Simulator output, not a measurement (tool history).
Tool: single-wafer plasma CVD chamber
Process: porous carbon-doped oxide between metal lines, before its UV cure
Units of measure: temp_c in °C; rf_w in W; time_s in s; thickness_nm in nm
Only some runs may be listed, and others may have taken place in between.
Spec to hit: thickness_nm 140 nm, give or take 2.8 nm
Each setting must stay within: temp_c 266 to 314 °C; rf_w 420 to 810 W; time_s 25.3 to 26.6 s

Run 1, hour 0: temp_c 290 °C, rf_w 615 W, time_s 26.6 s. Result: thickness_nm 164.01 nm.
Run 2, hour 4.4: temp_c 290 °C, rf_w 665 W, time_s 26.6 s. Result: thickness_nm 170.48 nm.
Run 3, hour 5.4: temp_c 290 °C, rf_w 735 W, time_s 26.6 s. Result: thickness_nm 180.09 nm.
Run 4, hour 13: temp_c 297 °C, rf_w 735 W, time_s 26.6 s. Result: thickness_nm 174.21 nm.
Run 5, hour 21.1: temp_c 297 °C, rf_w 680 W, time_s 26.6 s. Result: thickness_nm 167.31 nm.
Run 6, hour 29.1: temp_c 297 °C, rf_w 765 W, time_s 26.6 s. Result: thickness_nm 177.71 nm.
Run 7, hour 31.7: temp_c 309 °C, rf_w 665 W, time_s 25.4 s. Result: thickness_nm 148.89 nm.
Run 8, hour 34.9: temp_c 310 °C, rf_w 655 W, time_s 25.4 s. Result: thickness_nm 146.22 nm.
Run 9, hour 40.3: temp_c 311 °C, rf_w 650 W, time_s 25.4 s. Result: thickness_nm 145.55 nm.
Run 10, hour 48.7: temp_c 312 °C, rf_w 645 W, time_s 25.4 s. Result: thickness_nm 142.66 nm.

Which one of the following 4 next-run settings gets every result inside its allowed miss? There is exactly one.
Run A, hour 57.1: temp_c 308 °C, rf_w 660 W, time_s 25.6 s. Result: thickness_nm ?.
Run B, hour 57.1: temp_c 312 °C, rf_w 615 W, time_s 26.6 s. Result: thickness_nm ?.
Run C, hour 57.1: temp_c 302 °C, rf_w 570 W, time_s 25.3 s. Result: thickness_nm ?.
Run D, hour 57.1: temp_c 313 °C, rf_w 650 W, time_s 25.8 s. Result: thickness_nm ?.

move  thickness_nm
   A        149.16
   B        146.17
   C         140.4
   D        145.52
A: its largest miss is bigger than the last run's
B: its largest miss is bigger than the last run's
C: every result within its allowed miss
D: its largest miss is bigger than the last run's
The move that meets every target is C.
